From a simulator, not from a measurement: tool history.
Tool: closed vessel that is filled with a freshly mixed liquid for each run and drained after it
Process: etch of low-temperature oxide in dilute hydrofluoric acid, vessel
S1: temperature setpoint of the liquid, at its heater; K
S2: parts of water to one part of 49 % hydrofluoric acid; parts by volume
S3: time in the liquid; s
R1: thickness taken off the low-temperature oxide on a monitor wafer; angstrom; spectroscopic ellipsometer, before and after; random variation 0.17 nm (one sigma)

| run | hour | S1 | S2 | S3 | R1 |
|---|---|---|---|---|---|
| 1 | 0.0 | 299.15 | 215 | 305 | 244.19 |
| 2 | 7.4 | 298.15 | 215 | 305 | 240.82 |
| 3 | 8.8 | 298.15 | 215 | 330 | 256.93 |
| 4 | 10.8 | 298.15 | 215 | 305 | 238.08 |
| 5 | 12.6 | 297.15 | 215 | 305 | 230.28 |
| 6 | 18.3 | 297.15 | 215 | 305 | 230.81 |

Run 7 comes next. What will it give?
| 7 | 26.8 | 297.15 | 215 | 305 | ? |

{"run 7": {"R1": 233.94}}

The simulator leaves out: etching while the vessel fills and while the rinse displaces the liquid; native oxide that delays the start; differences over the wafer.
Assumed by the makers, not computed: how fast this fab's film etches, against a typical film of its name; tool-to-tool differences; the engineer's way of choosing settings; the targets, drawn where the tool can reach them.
